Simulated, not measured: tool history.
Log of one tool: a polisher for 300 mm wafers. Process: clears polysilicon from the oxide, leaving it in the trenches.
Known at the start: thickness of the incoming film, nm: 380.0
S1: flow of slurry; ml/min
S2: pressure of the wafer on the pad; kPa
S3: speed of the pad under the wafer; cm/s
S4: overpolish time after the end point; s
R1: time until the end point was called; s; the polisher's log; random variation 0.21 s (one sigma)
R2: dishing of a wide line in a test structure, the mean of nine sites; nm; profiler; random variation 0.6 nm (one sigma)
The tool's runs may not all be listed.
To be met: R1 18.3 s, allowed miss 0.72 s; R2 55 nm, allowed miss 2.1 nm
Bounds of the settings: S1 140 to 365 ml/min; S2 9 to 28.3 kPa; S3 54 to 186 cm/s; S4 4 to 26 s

{"run": 1, "hour": 0.0, "S1": 235, "S2": 18.6, "S3": 118, "S4": 13, "R1": 26.718, "R2": 54.512}
{"run": 2, "hour": 2.4, "S1": 235, "S2": 16.5, "S3": 118, "S4": 13, "R1": 29.595, "R2": 53.852}
{"run": 3, "hour": 10.4, "S1": 235, "S2": 16.5, "S3": 108, "S4": 13, "R1": 32.895, "R2": 53.029}
{"run": 4, "hour": 18.8, "S1": 235, "S2": 16.5, "S3": 108, "S4": 10, "R1": 33.116, "R2": 49.717}
{"run": 5, "hour": 26.4, "S1": 235, "S2": 18.6, "S3": 108, "S4": 10, "R1": 29.081, "R2": 51.786}
{"run": 6, "hour": 30.7, "S1": 235, "S2": 18.6, "S3": 108, "S4": 6, "R1": 29.693, "R2": 42.728}
{"run": 7, "hour": 38.0, "S1": 235, "S2": 20.7, "S3": 108, "S4": 7, "R1": 26.278, "R2": 48.475}
{"run": 8, "hour": 40.4, "S1": 235, "S2": 22.1, "S3": 108, "S4": 7, "R1": 24.62, "R2": 48.357}
{"run": 9, "hour": 48.2, "S1": 235, "S2": 26.9, "S3": 112, "S4": 13, "R1": 19.714, "R2": 55.244}
{"run": 10, "hour": 53.5, "S1": 235, "S2": 27.6, "S3": 112, "S4": 13, "R1": 19.116, "R2": 55.177}

Which of these 5 next moves meets every target?
{"run": "A", "hour": 58.8, "S1": 265, "S2": 22.1, "S3": 144, "S4": 13, "R1": "?", "R2": "?"}
{"run": "B", "hour": 58.8, "S1": 215, "S2": 28.3, "S3": 104, "S4": 15, "R1": "?", "R2": "?"}
{"run": "C", "hour": 58.8, "S1": 235, "S2": 26.2, "S3": 112, "S4": 10, "R1": "?", "R2": "?"}
{"run": "D", "hour": 58.8, "S1": 210, "S2": 25.5, "S3": 112, "S4": 13, "R1": "?", "R2": "?"}
{"run": "E", "hour": 58.8, "S1": 260, "S2": 25.5, "S3": 116, "S4": 12, "R1": "?", "R2": "?"}

move=A R1=18.447 R2=55.466
move=B R1=20.246 R2=55.553
move=C R1=20.129 R2=54.176
move=D R1=20.887 R2=55.162
move=E R1=19.789 R2=55.079
A: meets every target
B: further off than the last run
C: further off than the last run
D: further off than the last run
E: further off than the last run
Move A is the one to make.

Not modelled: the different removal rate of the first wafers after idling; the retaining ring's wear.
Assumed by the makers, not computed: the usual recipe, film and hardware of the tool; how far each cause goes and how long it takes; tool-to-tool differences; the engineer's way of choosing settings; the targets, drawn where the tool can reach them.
